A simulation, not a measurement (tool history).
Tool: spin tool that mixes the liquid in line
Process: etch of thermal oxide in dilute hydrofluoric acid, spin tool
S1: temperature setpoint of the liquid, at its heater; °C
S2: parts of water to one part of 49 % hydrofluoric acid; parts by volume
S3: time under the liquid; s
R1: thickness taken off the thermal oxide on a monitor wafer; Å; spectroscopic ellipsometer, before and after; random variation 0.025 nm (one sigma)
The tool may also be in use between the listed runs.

run	hour	S1	S2	S3	R1
1	0.0	22.0	55	100	80.275
2	6.4	20.5	60	100	68.840
3	12.6	19.5	65	100	60.897
4	18.3	19.0	70	100	54.988
5	27.0	19.0	60	100	64.195
6	27.7	18.5	65	100	57.967
7	33.5	18.0	70	100	52.382
8	41.7	17.5	75	100	47.336

Forecast run 9:
9	45.2	17.0	80	100	?

{"run 9": {"R1": 43.496}}
